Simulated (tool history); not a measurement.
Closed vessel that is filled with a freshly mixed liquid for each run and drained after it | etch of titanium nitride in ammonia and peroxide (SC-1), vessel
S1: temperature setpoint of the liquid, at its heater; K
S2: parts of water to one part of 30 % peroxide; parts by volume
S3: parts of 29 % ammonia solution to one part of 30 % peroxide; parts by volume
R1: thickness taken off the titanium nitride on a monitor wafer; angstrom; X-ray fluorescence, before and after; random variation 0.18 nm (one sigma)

{"run": 1, "hour": 0.0, "S1": 330.15, "S2": 25.5, "S3": 0.5, "time in the liquid (s)": 160, "R1": 97.481}
{"run": 2, "hour": 6.3, "S1": 332.15, "S2": 25.5, "S3": 0.5, "time in the liquid (s)": 160, "R1": 108.45}
{"run": 3, "hour": 10.7, "S1": 332.15, "S2": 25.5, "S3": 0.4, "time in the liquid (s)": 160, "R1": 105.09}
{"run": 4, "hour": 11.9, "S1": 332.15, "S2": 18, "S3": 0.4, "time in the liquid (s)": 160, "R1": 127.03}
{"run": 5, "hour": 16.1, "S1": 332.15, "S2": 23, "S3": 0.4, "time in the liquid (s)": 160, "R1": 110.83}
{"run": 6, "hour": 24.8, "S1": 334.15, "S2": 23, "S3": 0.4, "time in the liquid (s)": 160, "R1": 127.59}
{"run": 7, "hour": 32.0, "S1": 334.15, "S2": 23, "S3": 0.4, "time in the liquid (s)": 160, "R1": 128.82}
{"run": 8, "hour": 40.5, "S1": 335.65, "S2": 23, "S3": 0.4, "time in the liquid (s)": 160, "R1": 138.78}

Forecast run 9:
{"run": 9, "hour": 47.1, "S1": 336.65, "S2": 23, "S3": 0.4, "time in the liquid (s)": 160, "R1": "?"}

{"run 9": {"R1": 149.55}}

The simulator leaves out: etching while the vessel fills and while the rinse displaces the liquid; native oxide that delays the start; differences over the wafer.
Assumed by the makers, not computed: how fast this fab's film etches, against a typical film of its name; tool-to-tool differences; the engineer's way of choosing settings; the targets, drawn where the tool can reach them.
